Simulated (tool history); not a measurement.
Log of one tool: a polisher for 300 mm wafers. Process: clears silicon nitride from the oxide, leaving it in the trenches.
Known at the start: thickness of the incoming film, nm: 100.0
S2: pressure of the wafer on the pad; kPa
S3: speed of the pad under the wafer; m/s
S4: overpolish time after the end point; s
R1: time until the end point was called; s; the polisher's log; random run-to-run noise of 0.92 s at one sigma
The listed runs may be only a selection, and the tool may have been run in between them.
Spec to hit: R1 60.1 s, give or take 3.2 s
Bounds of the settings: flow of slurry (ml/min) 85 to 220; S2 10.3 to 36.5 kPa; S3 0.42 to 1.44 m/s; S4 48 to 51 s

run 1 hour=0 | flow_of_slurry_(ml/min)=140 S2=23.4 S3=0.92 S4=48 | R1=80.251
run 2 hour=4.6 | flow_of_slurry_(ml/min)=140 S2=24.1 S3=0.92 S4=48 | R1=78.871
run 3 hour=9.8 | flow_of_slurry_(ml/min)=140 S2=21.4 S3=0.92 S4=48 | R1=90.848
run 4 hour=14.7 | flow_of_slurry_(ml/min)=140 S2=15.2 S3=0.92 S4=48 | R1=124.13
run 5 hour=23.3 | flow_of_slurry_(ml/min)=140 S2=17.2 S3=0.92 S4=48 | R1=113.9
run 6 hour=31.4 | flow_of_slurry_(ml/min)=140 S2=17.2 S3=1.1 S4=48 | R1=99.728
run 7 hour=32.7 | flow_of_slurry_(ml/min)=140 S2=18.6 S3=1.1 S4=48 | R1=94.085
run 8 hour=36.1 | flow_of_slurry_(ml/min)=145 S2=25.5 S3=1.14 S4=48 | R1=65.717

Pick the move, out of 4, that brings all results within their allowed miss; only one does.
run A hour=39.5 | flow_of_slurry_(ml/min)=195 S2=26.2 S3=1.18 S4=51 | R1=?
run B hour=39.5 | flow_of_slurry_(ml/min)=170 S2=22.1 S3=1.38 S4=49 | R1=?
run C hour=39.5 | flow_of_slurry_(ml/min)=145 S2=29 S3=1.42 S4=48 | R1=?
run D hour=39.5 | flow_of_slurry_(ml/min)=140 S2=31 S3=1.14 S4=51 | R1=?

move=A R1=60.726
move=B R1=65.702
move=C R1=50.574
move=D R1=55.119
A: in spec on every target
B: no nearer and no further than the last run
C: carries the result that was furthest off beyond its target, to the other side
D: carries the result that was furthest off beyond its target, to the other side
Go with A: it meets all targets.
